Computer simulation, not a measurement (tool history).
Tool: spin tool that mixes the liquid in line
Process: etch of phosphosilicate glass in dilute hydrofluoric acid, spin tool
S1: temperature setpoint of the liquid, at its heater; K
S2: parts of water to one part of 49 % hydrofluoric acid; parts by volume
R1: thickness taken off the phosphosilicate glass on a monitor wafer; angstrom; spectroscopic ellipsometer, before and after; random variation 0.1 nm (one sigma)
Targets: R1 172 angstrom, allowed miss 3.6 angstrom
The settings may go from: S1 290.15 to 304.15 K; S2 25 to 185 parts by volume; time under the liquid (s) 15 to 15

run 1 hour=0 | S1=296.15 S2=105 time_under_the_liquid_(s)=15 | R1=96.321
run 2 hour=3.4 | S1=297.15 S2=100 time_under_the_liquid_(s)=15 | R1=106.79
run 3 hour=5 | S1=297.65 S2=100 time_under_the_liquid_(s)=15 | R1=109.52
run 4 hour=10.5 | S1=298.15 S2=100 time_under_the_liquid_(s)=15 | R1=110.91
run 5 hour=18.2 | S1=298.65 S2=100 time_under_the_liquid_(s)=15 | R1=114.39
run 6 hour=24.7 | S1=298.65 S2=90 time_under_the_liquid_(s)=15 | R1=127.72
run 7 hour=31.3 | S1=299.15 S2=90 time_under_the_liquid_(s)=15 | R1=130.5
run 8 hour=36.7 | S1=299.65 S2=90 time_under_the_liquid_(s)=15 | R1=132.37
run 9 hour=40.5 | S1=300.15 S2=90 time_under_the_liquid_(s)=15 | R1=134.63
run 10 hour=48.5 | S1=300.15 S2=90 time_under_the_liquid_(s)=15 | R1=136.27
run 11 hour=54.7 | S1=304.15 S2=80 time_under_the_liquid_(s)=15 | R1=179.12
run 12 hour=59.8 | S1=303.65 S2=80 time_under_the_liquid_(s)=15 | R1=176.26
-- hour=65.1 thermometer replaced
run 13 hour=65.1 | S1=303.15 S2=80 time_under_the_liquid_(s)=15 | R1=181.26
run 14 hour=66.6 | S1=302.65 S2=80 time_under_the_liquid_(s)=15 | R1=177.81

5 next moves are on the table. One of them brings every result within its allowed miss. Which?
run A hour=68.1 | S1=299.65 S2=70 time_under_the_liquid_(s)=15 | R1=?
run B hour=68.1 | S1=303.65 S2=85 time_under_the_liquid_(s)=15 | R1=?
run C hour=68.1 | S1=303.15 S2=80 time_under_the_liquid_(s)=15 | R1=?
run D hour=68.1 | S1=300.65 S2=80 time_under_the_liquid_(s)=15 | R1=?
run E hour=68.1 | S1=301.15 S2=75 time_under_the_liquid_(s)=15 | R1=?

move=A R1=182.42
move=B R1=171.72
move=C R1=180.34
move=D R1=163.76
move=E R1=179.36
A: further off than the last run
B: meets every target
C: further off than the last run
D: takes the result that was furthest off past its target
E: further off than the last run
Answer: B

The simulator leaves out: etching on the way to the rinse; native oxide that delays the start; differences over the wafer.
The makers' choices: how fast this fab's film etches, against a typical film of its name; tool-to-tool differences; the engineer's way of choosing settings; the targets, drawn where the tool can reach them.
